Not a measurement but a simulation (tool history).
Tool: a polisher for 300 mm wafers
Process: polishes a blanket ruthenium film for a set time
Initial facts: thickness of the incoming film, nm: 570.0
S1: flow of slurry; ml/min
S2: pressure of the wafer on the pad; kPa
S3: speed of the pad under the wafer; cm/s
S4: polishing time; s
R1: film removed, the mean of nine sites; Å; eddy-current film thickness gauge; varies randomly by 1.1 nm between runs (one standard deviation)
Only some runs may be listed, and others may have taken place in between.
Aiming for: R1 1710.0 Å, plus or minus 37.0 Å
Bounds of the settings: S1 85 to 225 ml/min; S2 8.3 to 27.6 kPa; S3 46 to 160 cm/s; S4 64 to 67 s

| run | hour | S1 | S2 | S3 | S4 | R1 |
|---|---|---|---|---|---|---|
| 1 | 0.0 | 145 | 17.9 | 102 | 64 | 1011.6 |
| 2 | 3.1 | 160 | 20.0 | 102 | 64 | 1148.4 |
| 3 | 4.5 | 170 | 22.1 | 102 | 64 | 1280.0 |
| 4 | 7.8 | 175 | 23.4 | 102 | 64 | 1370.3 |
| 5 | 12.9 | 175 | 23.4 | 102 | 64 | 1363.9 |
| 6 | 16.5 | 175 | 19.3 | 102 | 64 | 1124.7 |
| 7 | 22.0 | 180 | 21.4 | 102 | 64 | 1259.1 |
| 8 | 30.9 | 190 | 22.8 | 102 | 64 | 1348.6 |
| 9 | 34.5 | 195 | 24.1 | 102 | 64 | 1424.7 |
| 10 | 37.2 | 195 | 24.8 | 102 | 64 | 1459.1 |
| 11 | 45.4 | 195 | 25.5 | 102 | 64 | 1507.3 |
| 12 | 49.8 | 195 | 26.2 | 102 | 64 | 1536.7 |
| 13 | 52.4 | 200 | 26.9 | 104 | 64 | 1611.6 |

Consider the 5 candidate settings below. Which is the only one whose results all fall within their allowed miss of target?
| A | 55.0 | 225 | 24.8 | 106 | 66 | ? |
| B | 55.0 | 165 | 27.6 | 112 | 67 | ? |
| C | 55.0 | 200 | 27.6 | 102 | 67 | ? |
| D | 55.0 | 205 | 27.6 | 98 | 67 | ? |
| E | 55.0 | 180 | 26.2 | 110 | 64 | ? |

| move | R1 |
|---|---|
| A | 1596.2 |
| B | 1814.8 |
| C | 1706.1 |
| D | 1647.3 |
| E | 1641.9 |
A: its largest miss is bigger than the last run's
B: takes the biggest miss from the last run beyond its target
C: all results in spec
D: gains on the last run, yet a result remains outside its allowed miss
E: gains on the last run, yet a result remains outside its allowed miss
Move C is the one to make.

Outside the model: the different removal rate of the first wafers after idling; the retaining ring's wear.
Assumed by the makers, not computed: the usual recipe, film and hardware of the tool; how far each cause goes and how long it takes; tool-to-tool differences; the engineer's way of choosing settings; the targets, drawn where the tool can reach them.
